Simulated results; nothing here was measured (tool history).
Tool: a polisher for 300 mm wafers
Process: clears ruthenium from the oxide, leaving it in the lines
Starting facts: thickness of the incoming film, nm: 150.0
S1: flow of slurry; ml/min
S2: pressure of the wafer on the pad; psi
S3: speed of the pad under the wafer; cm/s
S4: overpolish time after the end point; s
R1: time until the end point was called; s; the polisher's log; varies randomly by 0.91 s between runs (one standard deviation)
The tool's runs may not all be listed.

| run | hour | S1 | S2 | S3 | S4 | R1 |
|---|---|---|---|---|---|---|
| 1 | 0.0 | 230 | 1.7 | 114 | 4 | 165.020 |
| 2 | 7.6 | 230 | 1.7 | 92 | 4 | 200.220 |
| 3 | 16.2 | 235 | 2.0 | 102 | 4 | 161.130 |
| 4 | 23.6 | 235 | 2.2 | 114 | 4 | 130.600 |
| 5 | 30.8 | 235 | 2.3 | 122 | 4 | 118.500 |
| 6 | 39.1 | 235 | 2.4 | 130 | 4 | 104.800 |
| 7 | 47.5 | 235 | 2.5 | 134 | 4 | 96.528 |
| 8 | 48.4 | 235 | 2.6 | 136 | 4 | 94.600 |
| 9 | 50.0 | 240 | 2.6 | 140 | 4 | 91.684 |
| 10 | 52.1 | 240 | 2.6 | 144 | 4 | 89.234 |
| 11 | 55.8 | 240 | 2.6 | 146 | 4 | 87.523 |
| 12 | 58.4 | 240 | 2.6 | 148 | 4 | 87.649 |

The next listed run, before its measurement:
| 13 | 67.0 | 240 | 2.6 | 150 | 4 | ? |

Run 13 measured R1 85.629 s.
